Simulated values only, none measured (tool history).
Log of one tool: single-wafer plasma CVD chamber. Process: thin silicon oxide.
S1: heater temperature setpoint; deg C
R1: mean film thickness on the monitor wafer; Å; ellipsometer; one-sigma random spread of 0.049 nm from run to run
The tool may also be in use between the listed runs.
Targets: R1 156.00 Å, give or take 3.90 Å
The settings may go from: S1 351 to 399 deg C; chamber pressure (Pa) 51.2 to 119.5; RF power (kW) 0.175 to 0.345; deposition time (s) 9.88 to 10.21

Run 1, hour 0.0: S1 375 deg C, chamber pressure (Pa) 85.3, RF power (kW) 0.260, deposition time (s) 9.88. Result: R1 131.70 Å.
Run 2, hour 5.6: S1 384 deg C, chamber pressure (Pa) 85.3, RF power (kW) 0.260, deposition time (s) 9.88. Result: R1 130.20 Å.
Run 3, hour 11.2: S1 384 deg C, chamber pressure (Pa) 85.3, RF power (kW) 0.260, deposition time (s) 9.88. Result: R1 131.03 Å.
Run 4, hour 19.0: S1 384 deg C, chamber pressure (Pa) 85.3, RF power (kW) 0.290, deposition time (s) 9.88. Result: R1 137.68 Å.
Run 5, hour 27.4: S1 384 deg C, chamber pressure (Pa) 85.3, RF power (kW) 0.325, deposition time (s) 9.88. Result: R1 144.06 Å.
Run 6, hour 32.3: S1 384 deg C, chamber pressure (Pa) 86.3, RF power (kW) 0.325, deposition time (s) 9.88. Result: R1 145.82 Å.
Run 7, hour 39.7: S1 384 deg C, chamber pressure (Pa) 87.1, RF power (kW) 0.325, deposition time (s) 9.88. Result: R1 146.89 Å.
Run 8, hour 42.8: S1 384 deg C, chamber pressure (Pa) 87.9, RF power (kW) 0.325, deposition time (s) 9.88. Result: R1 148.32 Å.
Run 9, hour 43.8: S1 384 deg C, chamber pressure (Pa) 88.5, RF power (kW) 0.325, deposition time (s) 9.88. Result: R1 148.91 Å.

Which of these 4 next moves meets every target?
Run A, hour 44.8: S1 388 deg C, chamber pressure (Pa) 98.4, RF power (kW) 0.315, deposition time (s) 10.04. Result: R1 ?.
Run B, hour 44.8: S1 385 deg C, chamber pressure (Pa) 94.4, RF power (kW) 0.345, deposition time (s) 10.06. Result: R1 ?.
Run C, hour 44.8: S1 386 deg C, chamber pressure (Pa) 85.5, RF power (kW) 0.325, deposition time (s) 9.88. Result: R1 ?.
Run D, hour 44.8: S1 399 deg C, chamber pressure (Pa) 92.3, RF power (kW) 0.345, deposition time (s) 9.88. Result: R1 ?.

move      R1
   A  163.90
   B  164.94
   C  144.46
   D  157.53
A: takes the result that was furthest off past its target
B: takes the result that was furthest off past its target
C: misses by more than the last run did
D: in spec on every target
Move D is the one to make.
